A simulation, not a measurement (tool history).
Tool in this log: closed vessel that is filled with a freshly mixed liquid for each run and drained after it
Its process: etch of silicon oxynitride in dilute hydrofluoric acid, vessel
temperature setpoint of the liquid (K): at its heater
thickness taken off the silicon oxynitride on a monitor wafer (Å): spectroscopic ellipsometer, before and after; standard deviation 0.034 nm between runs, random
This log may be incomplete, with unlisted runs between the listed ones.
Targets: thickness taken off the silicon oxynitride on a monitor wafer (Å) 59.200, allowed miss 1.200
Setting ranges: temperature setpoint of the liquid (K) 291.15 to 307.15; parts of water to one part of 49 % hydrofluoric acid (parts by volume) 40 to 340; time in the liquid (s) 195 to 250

run,hour,temperature setpoint of the liquid (K),parts of water to one part of 49 % hydrofluoric acid (parts by volume),time in the liquid (s),thickness taken off the silicon oxynitride on a monitor wafer (Å)
1,0.0,299.15,190,250,34.550
2,7.0,301.15,190,250,37.664
3,12.1,302.65,180,250,42.370
4,19.1,303.65,175,250,45.827
# hour 24.4: hydrofluoric acid flow meter replaced
5,24.4,304.65,170,250,53.628
6,30.4,305.15,170,250,54.169
7,36.4,305.65,170,250,55.637
8,45.2,306.15,170,250,56.747

Which one of the following 4 next-run settings gets every result inside its allowed miss? There is exactly one.
A,54.0,306.15,150,215,?
B,54.0,306.65,160,250,?
C,54.0,307.15,170,240,?
D,54.0,307.15,170,250,?

move,thickness taken off the silicon oxynitride on a monitor wafer (Å)
A,56.745
B,62.506
C,57.052
D,59.429
A: no nearer and no further than the last run
B: takes the result that was furthest off past its target
C: moves toward the targets from the last run without getting all of them in spec
D: meets every target
Move D is the one to make.

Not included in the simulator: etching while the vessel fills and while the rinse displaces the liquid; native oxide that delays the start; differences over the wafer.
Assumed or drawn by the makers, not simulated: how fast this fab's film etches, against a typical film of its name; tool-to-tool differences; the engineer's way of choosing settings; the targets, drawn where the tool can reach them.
